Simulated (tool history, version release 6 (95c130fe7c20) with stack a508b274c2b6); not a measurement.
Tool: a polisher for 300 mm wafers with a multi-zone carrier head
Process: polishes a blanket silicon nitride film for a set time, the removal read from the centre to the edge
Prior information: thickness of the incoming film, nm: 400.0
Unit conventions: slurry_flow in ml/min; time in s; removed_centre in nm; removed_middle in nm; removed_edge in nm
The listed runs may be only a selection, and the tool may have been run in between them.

run  hour  slurry_flow  centre_zone  middle_zone  edge_zone  time  removed_centre  removed_middle  removed_edge
  1     0          275            1            1          1    56          165.92          160.64        161.14
  2   8.1          275         0.96            1          1    56          156.61          160.19        159.01
  3    14          275         0.96            1       1.06    56          154.43          160.55        166.01
  4  19.7          275         0.97         1.02       1.07    57          157.94          163.65        165.64
  5  27.3          275         0.97         1.02       0.99    57          161.08          166.42        160.18
  6  33.1          275         0.97         0.96       0.99    57          159.79           161.9         161.2

Forecast run 7:
  7    35          275         0.97         0.97       0.99    59               ?               ?             ?

{"run 7": {"removed_centre": 165.91, "removed_middle": 167.84, "removed_edge": 164.4}}
